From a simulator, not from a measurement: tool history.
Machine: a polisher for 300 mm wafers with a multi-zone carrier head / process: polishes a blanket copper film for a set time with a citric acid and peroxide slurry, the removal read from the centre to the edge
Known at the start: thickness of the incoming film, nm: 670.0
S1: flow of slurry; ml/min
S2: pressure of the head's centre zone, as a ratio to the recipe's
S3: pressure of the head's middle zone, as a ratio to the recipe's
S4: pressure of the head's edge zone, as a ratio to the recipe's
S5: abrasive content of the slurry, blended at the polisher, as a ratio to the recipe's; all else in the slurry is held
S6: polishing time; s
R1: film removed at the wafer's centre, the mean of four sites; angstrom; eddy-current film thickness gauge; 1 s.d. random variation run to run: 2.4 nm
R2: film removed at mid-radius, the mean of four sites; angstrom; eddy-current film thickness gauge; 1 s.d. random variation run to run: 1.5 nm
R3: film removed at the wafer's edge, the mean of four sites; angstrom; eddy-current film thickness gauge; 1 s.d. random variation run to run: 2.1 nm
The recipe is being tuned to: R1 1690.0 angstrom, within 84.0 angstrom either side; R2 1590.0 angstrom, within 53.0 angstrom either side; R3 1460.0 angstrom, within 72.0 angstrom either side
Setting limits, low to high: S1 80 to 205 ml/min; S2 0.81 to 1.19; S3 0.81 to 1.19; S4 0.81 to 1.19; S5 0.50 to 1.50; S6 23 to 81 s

| run | day | S1 | S2 | S3 | S4 | S5 | S6 | R1 | R2 | R3 |
|---|---|---|---|---|---|---|---|---|---|---|
| 1 | 0.000 | 135 | 1.00 | 1.00 | 1.00 | 1.00 | 52 | 1196.2 | 1226.2 | 1157.7 |
| 2 | 0.217 | 135 | 1.00 | 0.92 | 1.00 | 1.00 | 52 | 1217.0 | 1125.5 | 1159.1 |
| 3 | 0.312 | 120 | 1.00 | 0.92 | 1.00 | 1.00 | 52 | 1177.2 | 1106.8 | 1164.6 |
| 4 | 0.483 | 125 | 1.03 | 0.95 | 1.01 | 1.15 | 53 | 1335.9 | 1223.4 | 1259.4 |
| 5 | 0.671 | 130 | 1.05 | 0.99 | 1.03 | 1.20 | 53 | 1349.4 | 1296.5 | 1272.6 |
| 6 | 0.946 | 135 | 1.08 | 1.01 | 1.04 | 1.30 | 53 | 1436.6 | 1369.2 | 1311.5 |
|  | 1.162 | edge zone pressure recalibrated |
| 7 | 1.162 | 135 | 1.08 | 1.01 | 1.04 | 1.30 | 53 | 1438.4 | 1339.9 | 1378.9 |
| 8 | 1.204 | 145 | 1.10 | 1.04 | 1.02 | 1.30 | 53 | 1488.9 | 1405.0 | 1370.6 |
| 9 | 1.579 | 155 | 1.12 | 1.06 | 1.01 | 1.30 | 53 | 1561.7 | 1441.1 | 1343.5 |
| 10 | 1.892 | 160 | 1.13 | 1.07 | 1.02 | 1.35 | 53 | 1572.7 | 1461.4 | 1410.7 |

Which single option among these 5 for the next run brings every result within its allowed miss of target? Just one does.
| A | 2.204 | 140 | 1.18 | 1.12 | 1.04 | 1.50 | 55 | ? | ? | ? |
| B | 2.204 | 120 | 1.19 | 0.93 | 1.11 | 1.50 | 57 | ? | ? | ? |
| C | 2.204 | 185 | 1.03 | 1.12 | 1.09 | 1.25 | 52 | ? | ? | ? |
| D | 2.204 | 160 | 1.19 | 1.01 | 1.14 | 1.20 | 49 | ? | ? | ? |
| E | 2.204 | 160 | 1.04 | 1.10 | 0.88 | 1.40 | 52 | ? | ? | ? |

| move | R1 | R2 | R3 |
|---|---|---|---|
| A | 1762.7 | 1612.2 | 1437.7 |
| B | 1776.0 | 1384.1 | 1500.3 |
| C | 1466.8 | 1519.6 | 1362.3 |
| D | 1527.3 | 1265.6 | 1272.9 |
| E | 1488.4 | 1509.4 | 1274.6 |
A: meets every target
B: its largest miss is bigger than the last run's
C: its largest miss is bigger than the last run's
D: its largest miss is bigger than the last run's
E: its largest miss is bigger than the last run's
A meets every target.
